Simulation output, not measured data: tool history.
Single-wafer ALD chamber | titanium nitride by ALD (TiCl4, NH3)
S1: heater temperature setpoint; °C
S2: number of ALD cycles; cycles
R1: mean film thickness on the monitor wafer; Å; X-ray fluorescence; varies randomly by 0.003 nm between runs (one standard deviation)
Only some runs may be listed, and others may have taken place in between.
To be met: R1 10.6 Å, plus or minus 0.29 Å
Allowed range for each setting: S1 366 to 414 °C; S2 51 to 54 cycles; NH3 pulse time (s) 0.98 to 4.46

{"run": 1, "hour": 0.0, "S1": 390, "S2": 54, "NH3 pulse time (s)": 2.72, "R1": 11.916}
{"run": 2, "hour": 4.4, "S1": 385, "S2": 53, "NH3 pulse time (s)": 2.33, "R1": 11.568}
{"run": 3, "hour": 9.7, "S1": 385, "S2": 54, "NH3 pulse time (s)": 2.33, "R1": 11.75}
{"run": 4, "hour": 16.1, "S1": 385, "S2": 54, "NH3 pulse time (s)": 2.87, "R1": 12.001}
{"run": 5, "hour": 19.6, "S1": 385, "S2": 53, "NH3 pulse time (s)": 2.45, "R1": 11.617}
{"run": 6, "hour": 25.2, "S1": 378, "S2": 53, "NH3 pulse time (s)": 2.45, "R1": 11.491}
{"run": 7, "hour": 33.7, "S1": 376, "S2": 53, "NH3 pulse time (s)": 2.21, "R1": 11.394}
{"run": 8, "hour": 40.8, "S1": 374, "S2": 53, "NH3 pulse time (s)": 2, "R1": 11.268}
{"run": 9, "hour": 42.2, "S1": 373, "S2": 53, "NH3 pulse time (s)": 1.86, "R1": 11.004}
{"run": 10, "hour": 47.6, "S1": 373, "S2": 53, "NH3 pulse time (s)": 1.84, "R1": 11.034}
{"run": 11, "hour": 51.2, "S1": 369, "S2": 51, "NH3 pulse time (s)": 1.43, "R1": 9.861}
{"run": 12, "hour": 52.6, "S1": 369, "S2": 52, "NH3 pulse time (s)": 1.45, "R1": 10.137}
{"run": 13, "hour": 61.5, "S1": 369, "S2": 52, "NH3 pulse time (s)": 1.46, "R1": 10.146}
{"run": 14, "hour": 68.2, "S1": 369, "S2": 52, "NH3 pulse time (s)": 1.47, "R1": 10.213}

5 candidate next runs follow, results not yet known. Just one meets every target within its allowed miss. Identify it.
{"run": "A", "hour": 74.9, "S1": 366, "S2": 54, "NH3 pulse time (s)": 1.27, "R1": "?"}
{"run": "B", "hour": 74.9, "S1": 366, "S2": 51, "NH3 pulse time (s)": 1.57, "R1": "?"}
{"run": "C", "hour": 74.9, "S1": 378, "S2": 51, "NH3 pulse time (s)": 1.23, "R1": "?"}
{"run": "D", "hour": 74.9, "S1": 367, "S2": 54, "NH3 pulse time (s)": 1.47, "R1": "?"}
{"run": "E", "hour": 74.9, "S1": 370, "S2": 51, "NH3 pulse time (s)": 1.38, "R1": "?"}

move=A R1=9.8137
move=B R1=10.058
move=C R1=9.6569
move=D R1=10.485
move=E R1=9.8078
A: the biggest miss grows against the last run
B: the biggest miss grows against the last run
C: the biggest miss grows against the last run
D: every result within its allowed miss
E: the biggest miss grows against the last run
So the answer is move D, the one that meets all the targets.
